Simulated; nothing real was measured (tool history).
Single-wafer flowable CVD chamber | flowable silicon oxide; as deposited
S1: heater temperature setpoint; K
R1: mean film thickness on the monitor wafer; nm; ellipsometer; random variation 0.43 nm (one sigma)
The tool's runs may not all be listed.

{"run": 1, "hour": 0.0, "S1": 383.15, "chamber pressure (mTorr)": 802, "RF power (kW)": 2.24, "deposition time (s)": 708, "R1": 315.09}
{"run": 2, "hour": 7.3, "S1": 387.15, "chamber pressure (mTorr)": 801, "RF power (kW)": 2.24, "deposition time (s)": 708, "R1": 279.03}
{"run": 3, "hour": 15.8, "S1": 387.15, "chamber pressure (mTorr)": 932, "RF power (kW)": 2.24, "deposition time (s)": 708, "R1": 321.92}
{"run": 4, "hour": 24.1, "S1": 387.15, "chamber pressure (mTorr)": 932, "RF power (kW)": 2.24, "deposition time (s)": 674, "R1": 305.84}
{"run": 5, "hour": 29.3, "S1": 387.15, "chamber pressure (mTorr)": 872, "RF power (kW)": 2.24, "deposition time (s)": 674, "R1": 288.1}
{"run": 6, "hour": 37.5, "S1": 377.15, "chamber pressure (mTorr)": 872, "RF power (kW)": 2.24, "deposition time (s)": 674, "R1": 392.23}
{"run": 7, "hour": 42.7, "S1": 382.15, "chamber pressure (mTorr)": 870, "RF power (kW)": 2.24, "deposition time (s)": 674, "R1": 333.84}
{"hour": 50.6, "done": "thermocouple changed; heater temperature recalibrated"}
{"run": 8, "hour": 50.6, "S1": 386.15, "chamber pressure (mTorr)": 869, "RF power (kW)": 2.24, "deposition time (s)": 674, "R1": 266.65}
{"run": 9, "hour": 56.8, "S1": 388.15, "chamber pressure (mTorr)": 869, "RF power (kW)": 2.24, "deposition time (s)": 674, "R1": 251.03}
{"run": 10, "hour": 61.0, "S1": 389.15, "chamber pressure (mTorr)": 869, "RF power (kW)": 2.24, "deposition time (s)": 674, "R1": 244.38}
{"run": 11, "hour": 62.9, "S1": 390.15, "chamber pressure (mTorr)": 869, "RF power (kW)": 2.24, "deposition time (s)": 674, "R1": 237.29}
{"run": 12, "hour": 64.2, "S1": 390.15, "chamber pressure (mTorr)": 869, "RF power (kW)": 2.24, "deposition time (s)": 674, "R1": 237.18}
{"run": 13, "hour": 72.0, "S1": 391.15, "chamber pressure (mTorr)": 869, "RF power (kW)": 2.24, "deposition time (s)": 674, "R1": 230.61}
{"run": 14, "hour": 73.4, "S1": 392.15, "chamber pressure (mTorr)": 869, "RF power (kW)": 2.24, "deposition time (s)": 674, "R1": 223.48}

Run 15 comes next. What will it give?
{"run": 15, "hour": 80.7, "S1": 393.15, "chamber pressure (mTorr)": 869, "RF power (kW)": 2.24, "deposition time (s)": 674, "R1": "?"}

{"run 15": {"R1": 217.64}}

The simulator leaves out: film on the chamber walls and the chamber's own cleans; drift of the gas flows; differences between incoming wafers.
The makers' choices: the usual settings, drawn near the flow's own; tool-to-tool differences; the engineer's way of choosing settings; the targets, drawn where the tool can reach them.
